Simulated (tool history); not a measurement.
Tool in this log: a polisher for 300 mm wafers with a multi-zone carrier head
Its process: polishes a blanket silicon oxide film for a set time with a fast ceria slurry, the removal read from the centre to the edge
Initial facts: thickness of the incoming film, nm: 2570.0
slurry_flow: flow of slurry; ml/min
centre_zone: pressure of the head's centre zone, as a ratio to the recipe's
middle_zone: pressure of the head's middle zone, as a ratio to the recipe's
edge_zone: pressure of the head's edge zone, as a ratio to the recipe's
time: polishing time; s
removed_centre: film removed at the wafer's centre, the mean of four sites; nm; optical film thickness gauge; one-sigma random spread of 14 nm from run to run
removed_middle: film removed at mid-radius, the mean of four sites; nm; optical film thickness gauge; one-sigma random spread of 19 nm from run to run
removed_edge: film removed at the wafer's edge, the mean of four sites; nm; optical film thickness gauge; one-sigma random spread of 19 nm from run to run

run    day  slurry_flow  centre_zone  middle_zone  edge_zone  time  removed_centre  removed_middle  removed_edge
  1  0.000          195         1.00         1.00       1.00    63          1070.8          1057.1        1062.3
  2  0.192          200         1.01         1.00       1.02    65          1131.1          1121.0        1118.6
  3  0.258          205         1.02         0.99       1.04    66          1156.5          1148.2        1148.1
  4  0.583          205         1.09         0.99       1.04    66          1227.8          1095.7        1153.8
  5  0.871          205         1.09         0.99       1.04    74          1389.1          1223.9        1284.8
  6  1.225          210         1.09         0.99       1.06    74          1414.4          1265.0        1330.6

Estimate the outcome of run 7 from the log above:
  7  1.546          225         1.06         0.97       1.14    74               ?               ?             ?

removed_centre: 1369.0 nm
removed_middle: 1269.4 nm
removed_edge: 1354.8 nm
